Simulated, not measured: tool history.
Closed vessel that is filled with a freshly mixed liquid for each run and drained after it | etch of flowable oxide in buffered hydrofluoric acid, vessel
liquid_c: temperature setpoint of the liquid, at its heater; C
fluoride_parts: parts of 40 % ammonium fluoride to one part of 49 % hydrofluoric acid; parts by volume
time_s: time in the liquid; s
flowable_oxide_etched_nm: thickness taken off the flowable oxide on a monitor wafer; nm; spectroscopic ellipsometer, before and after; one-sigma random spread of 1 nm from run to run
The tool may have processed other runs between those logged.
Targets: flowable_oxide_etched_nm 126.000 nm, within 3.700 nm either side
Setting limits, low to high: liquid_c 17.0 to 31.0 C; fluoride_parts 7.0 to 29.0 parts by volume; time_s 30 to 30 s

run,hour,liquid_c,fluoride_parts,time_s,flowable_oxide_etched_nm
1,0.0,23.0,18.0,30,56.134
2,4.8,23.0,16.0,30,61.722
3,12.4,25.0,14.5,30,76.887
4,15.0,25.0,14.5,30,75.961
5,20.4,25.0,14.5,30,76.318
6,25.6,22.0,14.5,30,64.836
7,26.9,24.0,13.5,30,78.917
8,29.8,25.5,13.0,30,87.254
9,38.1,27.0,12.5,30,98.317
10,40.3,28.0,12.5,30,104.620
11,47.0,28.5,12.5,30,107.500
12,51.5,28.5,12.5,30,107.410
13,56.8,29.0,12.5,30,108.480
14,60.7,31.0,11.0,30,136.840
15,66.9,30.5,11.0,30,134.760
16,75.2,30.0,11.0,30,130.240
# hour 80.8: thermometer replaced
17,80.8,29.5,11.0,30,139.150
18,84.6,26.0,11.5,30,109.330
19,92.9,27.0,11.5,30,117.000
20,95.4,27.5,11.5,30,119.600
21,103.9,28.0,11.5,30,120.510

Exercise: of the 4 proposed moves below, exactly one satisfies all targets within the stated allowed misses. Which move is it?
A,112.4,28.5,12.5,30,?
B,112.4,27.0,10.5,30,?
C,112.4,26.5,11.0,30,?
D,112.4,25.5,10.5,30,?

move,flowable_oxide_etched_nm
A,114.380
B,125.170
C,116.470
D,115.480
A: misses by more than the last run did
B: hits every target within its allowed miss
C: misses by more than the last run did
D: misses by more than the last run did
The move that meets every target is B.
